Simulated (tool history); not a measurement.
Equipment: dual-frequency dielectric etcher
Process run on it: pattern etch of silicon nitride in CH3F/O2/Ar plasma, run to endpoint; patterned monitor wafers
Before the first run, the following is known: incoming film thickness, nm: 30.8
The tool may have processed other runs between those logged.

run 1 hour=0.0 | source_power_(W)=540 bias_power_(W)=52 | endpoint_time_(s)=44.739
run 2 hour=6.0 | source_power_(W)=540 bias_power_(W)=56 | endpoint_time_(s)=43.421
run 3 hour=6.8 | source_power_(W)=540 bias_power_(W)=47 | endpoint_time_(s)=46.637
run 4 hour=12.2 | source_power_(W)=590 bias_power_(W)=47 | endpoint_time_(s)=45.306
run 5 hour=14.2 | source_power_(W)=550 bias_power_(W)=45 | endpoint_time_(s)=47.691
run 6 hour=17.4 | source_power_(W)=510 bias_power_(W)=45 | endpoint_time_(s)=48.848
run 7 hour=21.9 | source_power_(W)=480 bias_power_(W)=44 | endpoint_time_(s)=50.245
run 8 hour=25.7 | source_power_(W)=450 bias_power_(W)=44 | endpoint_time_(s)=52.255
run 9 hour=30.7 | source_power_(W)=440 bias_power_(W)=44 | endpoint_time_(s)=52.512
run 10 hour=33.2 | source_power_(W)=430 bias_power_(W)=44 | endpoint_time_(s)=53.272
run 11 hour=39.4 | source_power_(W)=420 bias_power_(W)=44 | endpoint_time_(s)=53.416
run 12 hour=41.8 | source_power_(W)=410 bias_power_(W)=44 | endpoint_time_(s)=53.399

Expected results for the next run?
run 13 hour=48.8 | source_power_(W)=400 bias_power_(W)=44 | endpoint_time_(s)=?

endpoint time (s): 54.749
